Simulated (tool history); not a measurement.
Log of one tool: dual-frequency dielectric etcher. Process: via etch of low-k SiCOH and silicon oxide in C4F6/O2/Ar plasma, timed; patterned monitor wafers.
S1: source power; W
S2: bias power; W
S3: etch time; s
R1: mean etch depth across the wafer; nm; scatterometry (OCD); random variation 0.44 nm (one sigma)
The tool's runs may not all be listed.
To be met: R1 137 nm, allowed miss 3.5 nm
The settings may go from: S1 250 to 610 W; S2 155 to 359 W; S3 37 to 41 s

Run 1, hour 0: S1 430 W, S2 257 W, S3 41 s. Result: R1 118.92 nm.
Run 2, hour 2.8: S1 430 W, S2 257 W, S3 37 s. Result: R1 107.92 nm.
Run 3, hour 11.7: S1 430 W, S2 226 W, S3 37 s. Result: R1 102.7 nm.
Run 4, hour 12.2: S1 450 W, S2 236 W, S3 37 s. Result: R1 106.76 nm.
Run 5, hour 16.1: S1 470 W, S2 245 W, S3 37 s. Result: R1 110.82 nm.
Run 6, hour 18.8: S1 480 W, S2 252 W, S3 37 s. Result: R1 112.8 nm.
Run 7, hour 19.8: S1 490 W, S2 259 W, S3 37 s. Result: R1 115.3 nm.
Run 8, hour 20.6: S1 500 W, S2 265 W, S3 37 s. Result: R1 117.33 nm.
Run 9, hour 22.9: S1 510 W, S2 271 W, S3 37 s. Result: R1 119.83 nm.
Run 10, hour 25.4: S1 520 W, S2 275 W, S3 37 s. Result: R1 121.8 nm.
Run 11, hour 30.9: S1 530 W, S2 279 W, S3 37 s. Result: R1 123.29 nm.
Run 12, hour 39.7: S1 540 W, S2 283 W, S3 37 s. Result: R1 124.81 nm.
Run 13, hour 40.4: S1 550 W, S2 286 W, S3 37 s. Result: R1 126.37 nm.
Run 14, hour 48.2: S1 560 W, S2 289 W, S3 37 s. Result: R1 127.08 nm.

4 next moves are on the table. One of them brings every result within its allowed miss. Which?
Run A, hour 56: S1 560 W, S2 315 W, S3 38.5 s. Result: R1 ?.
Run B, hour 56: S1 510 W, S2 242 W, S3 38 s. Result: R1 ?.
Run C, hour 56: S1 510 W, S2 290 W, S3 37 s. Result: R1 ?.
Run D, hour 56: S1 480 W, S2 272 W, S3 39 s. Result: R1 ?.

move      R1
   A  136.71
   B  118.28
   C  122.03
   D  122.11
A: meets every target
B: further off than the last run
C: further off than the last run
D: further off than the last run
Answer: A
